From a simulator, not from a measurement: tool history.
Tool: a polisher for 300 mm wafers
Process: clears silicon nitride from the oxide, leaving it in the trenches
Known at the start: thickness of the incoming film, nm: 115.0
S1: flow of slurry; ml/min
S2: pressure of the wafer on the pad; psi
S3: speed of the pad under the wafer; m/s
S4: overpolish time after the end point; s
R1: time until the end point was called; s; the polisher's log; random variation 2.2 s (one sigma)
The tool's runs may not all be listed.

Run 1, hour 0.0: S1 230 ml/min, S2 3.0 psi, S3 0.76 m/s, S4 9 s. Result: R1 206.15 s.
Run 2, hour 6.5: S1 230 ml/min, S2 3.3 psi, S3 0.78 m/s, S4 9 s. Result: R1 184.35 s.
Run 3, hour 7.9: S1 230 ml/min, S2 3.3 psi, S3 0.60 m/s, S4 9 s. Result: R1 217.97 s.
Run 4, hour 8.6: S1 230 ml/min, S2 2.7 psi, S3 0.60 m/s, S4 9 s. Result: R1 258.56 s.
Run 5, hour 15.7: S1 200 ml/min, S2 2.7 psi, S3 0.60 m/s, S4 9 s. Result: R1 259.06 s.
Run 6, hour 17.6: S1 200 ml/min, S2 2.7 psi, S3 0.48 m/s, S4 9 s. Result: R1 301.67 s.
Run 7, hour 24.3: S1 200 ml/min, S2 3.0 psi, S3 0.54 m/s, S4 9 s. Result: R1 261.51 s.
Run 8, hour 26.3: S1 205 ml/min, S2 3.3 psi, S3 0.60 m/s, S4 9 s. Result: R1 222.05 s.
Run 9, hour 27.7: S1 205 ml/min, S2 3.5 psi, S3 0.64 m/s, S4 9 s. Result: R1 209.22 s.
Run 10, hour 36.7: S1 225 ml/min, S2 4.3 psi, S3 0.84 m/s, S4 9 s. Result: R1 138.30 s.
Run 11, hour 40.3: S1 225 ml/min, S2 4.4 psi, S3 0.86 m/s, S4 9 s. Result: R1 133.87 s.

Forecast run 12:
At hour 41.2: slurry nozzle cleaned.
Run 12, hour 41.2: S1 225 ml/min, S2 4.4 psi, S3 0.88 m/s, S4 9 s. Result: R1 ?.

Run 12 gave R1 125.83 s.
